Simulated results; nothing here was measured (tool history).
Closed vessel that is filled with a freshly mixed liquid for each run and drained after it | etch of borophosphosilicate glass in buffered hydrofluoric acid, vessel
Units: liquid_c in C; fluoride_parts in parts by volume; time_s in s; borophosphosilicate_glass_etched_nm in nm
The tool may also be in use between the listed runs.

run	hour	liquid_c	fluoride_parts	time_s	borophosphosilicate_glass_etched_nm
1	0	22	17.5	125	77.016
2	5.5	22.5	17.5	125	79.287
3	8.4	22.5	17.5	125	79.327
4	12.3	22.5	17.5	135	85.506
5	13.5	22.5	17.5	125	79.448
6	21.8	23	17.5	125	81.202
7	24.8	23.5	17.5	125	83.145

Run 8 comes next. What will it give?
8	29	24	17.5	125	?

Run 8 gave borophosphosilicate_glass_etched_nm 86.17 nm.

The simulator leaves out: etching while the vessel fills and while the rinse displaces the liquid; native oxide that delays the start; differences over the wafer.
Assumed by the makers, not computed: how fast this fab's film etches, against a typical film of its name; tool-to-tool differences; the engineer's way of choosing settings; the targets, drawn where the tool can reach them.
